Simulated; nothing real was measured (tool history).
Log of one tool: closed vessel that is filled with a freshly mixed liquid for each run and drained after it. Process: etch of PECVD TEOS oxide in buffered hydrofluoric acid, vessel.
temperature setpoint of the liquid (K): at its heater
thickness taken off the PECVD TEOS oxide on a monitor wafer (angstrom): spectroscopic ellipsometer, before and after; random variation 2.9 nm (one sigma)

run,hour,temperature setpoint of the liquid (K),parts of 40 % ammonium fluoride to one part of 49 % hydrofluoric acid (parts by volume),time in the liquid (s),thickness taken off the PECVD TEOS oxide on a monitor wafer (angstrom)
1,0.0,297.15,19.0,90,1688.7
2,1.1,298.65,18.5,90,1852.3
3,9.5,300.15,17.5,90,2117.8
4,10.7,301.15,17.0,90,2331.5
5,15.8,302.15,17.0,90,2451.3
6,16.7,302.65,17.0,90,2513.0
7,20.9,303.15,17.0,90,2626.4

Run 8 comes next. What will it give?
8,22.8,303.65,17.0,90,?

{"run 8": {"thickness taken off the PECVD TEOS oxide on a monitor wafer (angstrom)": 2677.8}}
